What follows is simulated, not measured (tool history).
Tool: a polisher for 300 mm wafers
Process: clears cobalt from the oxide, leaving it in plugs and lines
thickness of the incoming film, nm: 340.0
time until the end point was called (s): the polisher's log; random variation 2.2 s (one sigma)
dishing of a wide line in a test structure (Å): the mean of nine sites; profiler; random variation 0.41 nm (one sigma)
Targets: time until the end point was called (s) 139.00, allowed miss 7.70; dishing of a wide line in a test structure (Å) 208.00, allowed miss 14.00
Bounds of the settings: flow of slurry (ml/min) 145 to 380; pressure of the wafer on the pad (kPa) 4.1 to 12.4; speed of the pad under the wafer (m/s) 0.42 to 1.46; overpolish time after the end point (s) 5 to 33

run  hour  flow of slurry (ml/min)  pressure of the wafer on the pad (kPa)  speed of the pad under the wafer (m/s)  overpolish time after the end point (s)  time until the end point was called (s)  dishing of a wide line in a test structure (Å)
  1   0.0                      245                                     8.3                                    0.94                                       17                                   126.14                                          324.74
  2   4.2                      245                                     8.3                                    0.94                                       15                                   129.24                                          290.90
  3  12.6                      245                                     8.3                                    0.94                                       14                                   126.96                                          269.15
  4  18.4                      245                                     6.9                                    0.94                                       14                                   149.99                                          246.97
  5  22.7                      245                                     6.9                                    0.94                                        9                                   144.45                                          167.80
  6  31.0                      190                                     6.9                                    0.94                                        9                                   150.31                                          163.76
     38.1  -- slurry nozzle cleaned
  7  38.1                      190                                     6.9                                    0.94                                       10                                   146.99                                          185.59
  8  45.0                      190                                     6.9                                    0.94                                       10                                   145.17                                          189.69

5 next moves are on the table. One of them brings every result within its allowed miss. Which?
  A  51.9                      205                                     6.9                                    1.00                                       11                                        ?                                               ?
  B  51.9                      185                                     8.3                                    1.02                                       11                                        ?                                               ?
  C  51.9                      145                                     7.6                                    1.14                                       11                                        ?                                               ?
  D  51.9                      145                                     7.6                                    1.06                                       12                                        ?                                               ?
  E  51.9                      170                                     7.6                                    0.80                                       10                                        ?                                               ?

move  time until the end point was called (s)  dishing of a wide line in a test structure (Å)
   A                                   138.61                                          206.72
   B                                   120.82                                          232.60
   C                                   120.56                                          233.01
   D                                   127.86                                          238.72
   E                                   156.70                                          170.55
A: meets every target
B: takes the result that was furthest off past its target
C: takes the result that was furthest off past its target
D: takes the result that was furthest off past its target
E: further off than the last run
The right move is A.
